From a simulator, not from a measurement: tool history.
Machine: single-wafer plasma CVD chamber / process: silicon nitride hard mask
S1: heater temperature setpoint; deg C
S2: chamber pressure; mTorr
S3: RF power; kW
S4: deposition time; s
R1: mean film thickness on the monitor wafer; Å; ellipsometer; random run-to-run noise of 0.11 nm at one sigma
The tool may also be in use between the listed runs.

| run | hour | S1 | S2 | S3 | S4 | R1 |
|---|---|---|---|---|---|---|
| 1 | 0 | 405 | 1530 | 0.265 | 53 | 550.22 |
| 2 | 3.6 | 412 | 1530 | 0.265 | 53 | 547.5 |
| 3 | 9.5 | 412 | 1340 | 0.265 | 53 | 518.72 |
| 4 | 12.4 | 412 | 1320 | 0.265 | 53 | 514.91 |
| 5 | 13.6 | 412 | 1320 | 0.29 | 53 | 536.44 |
| 6 | 16.6 | 412 | 1320 | 0.29 | 50.4 | 512.4 |
| 7 | 23.4 | 412 | 1310 | 0.29 | 50.4 | 509.11 |
|  | 24.7 | capacitance manometer re-zeroed and calibrated |
| 8 | 24.7 | 412 | 1130 | 0.285 | 50.4 | 459.23 |

Estimate the outcome of run 9 from the log above:
| 9 | 29.7 | 412 | 1140 | 0.285 | 50.4 | ? |

R1: 458.81 Å
